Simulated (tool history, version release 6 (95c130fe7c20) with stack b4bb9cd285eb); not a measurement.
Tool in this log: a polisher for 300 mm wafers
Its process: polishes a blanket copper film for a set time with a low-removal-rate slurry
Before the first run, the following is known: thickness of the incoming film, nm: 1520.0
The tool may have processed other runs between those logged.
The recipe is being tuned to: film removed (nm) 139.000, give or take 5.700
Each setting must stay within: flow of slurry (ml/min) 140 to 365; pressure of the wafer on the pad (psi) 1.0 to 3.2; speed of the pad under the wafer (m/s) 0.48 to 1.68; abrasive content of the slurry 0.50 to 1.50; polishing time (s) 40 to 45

run,hour,flow of slurry (ml/min),pressure of the wafer on the pad (psi),speed of the pad under the wafer (m/s),abrasive content of the slurry,polishing time (s),film removed (nm)
1,0.0,235,2.1,1.08,1.00,45,92.973
2,5.1,235,2.2,1.08,1.00,45,99.716
3,11.8,235,2.2,1.08,0.90,45,96.967
4,17.0,235,2.2,0.88,0.90,45,85.608
5,24.0,235,2.3,0.88,0.90,45,89.956
6,30.6,235,2.3,1.14,0.90,45,102.910
7,39.7,235,2.4,1.14,0.90,45,108.900
8,43.8,235,2.5,1.14,0.90,45,112.590
9,51.0,235,2.8,1.16,0.90,45,128.210
10,56.7,235,2.9,1.16,0.90,45,132.200

Which single option among these 5 for the next run brings every result within its allowed miss of target? Just one does.
A,62.4,230,3.0,1.32,0.95,45,?
B,62.4,180,3.2,1.30,1.00,45,?
C,62.4,295,2.7,1.38,0.95,44,?
D,62.4,290,2.9,1.38,1.00,45,?
E,62.4,220,2.9,1.24,0.85,40,?

move,film removed (nm)
A,147.210
B,152.140
C,137.350
D,151.870
E,118.140
A: moves the result that the last run missed by most past its target, out the other side
B: moves the result that the last run missed by most past its target, out the other side
C: meets every target
D: moves the result that the last run missed by most past its target, out the other side
E: further off than the last run
Correct choice: C, which meets every target
